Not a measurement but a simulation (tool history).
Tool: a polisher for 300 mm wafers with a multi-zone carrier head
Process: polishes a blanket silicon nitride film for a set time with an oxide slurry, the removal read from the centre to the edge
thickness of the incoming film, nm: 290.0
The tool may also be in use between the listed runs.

run,hour,flow of slurry (ml/min),pressure of the head's centre zone,pressure of the head's middle zone,pressure of the head's edge zone,abrasive content of the slurry,polishing time (s),film removed at the wafer's centre (angstrom),film removed at mid-radius (angstrom),film removed at the wafer's edge (angstrom)
1,0,285,1,1,1,1,73,394.73,401.61,400.62
2,5.5,340,1,1,1,1,73,405.44,413.82,403.4
3,14.2,345,1.04,1.03,1.03,1.1,73,445.18,433.21,426.53
4,19.2,350,1.05,1.06,1.04,1.2,74,461.8,471.85,453.86
5,24.4,350,0.97,1.06,1.04,1.2,74,434.75,474.06,449.21
6,25.5,350,0.97,1.06,1.04,1.2,56,328.9,353.49,339.96
7,27.5,360,1.02,1.08,1.05,1.3,61,391.98,404.92,386.09

Run 8 comes next. What will it give?
8,33.8,365,1.05,1.1,1.06,1.35,64,?,?,?

Run 8 gave film removed at the wafer's centre (angstrom) 433.06, film removed at mid-radius (angstrom) 441.18, film removed at the wafer's edge (angstrom) 419.06.

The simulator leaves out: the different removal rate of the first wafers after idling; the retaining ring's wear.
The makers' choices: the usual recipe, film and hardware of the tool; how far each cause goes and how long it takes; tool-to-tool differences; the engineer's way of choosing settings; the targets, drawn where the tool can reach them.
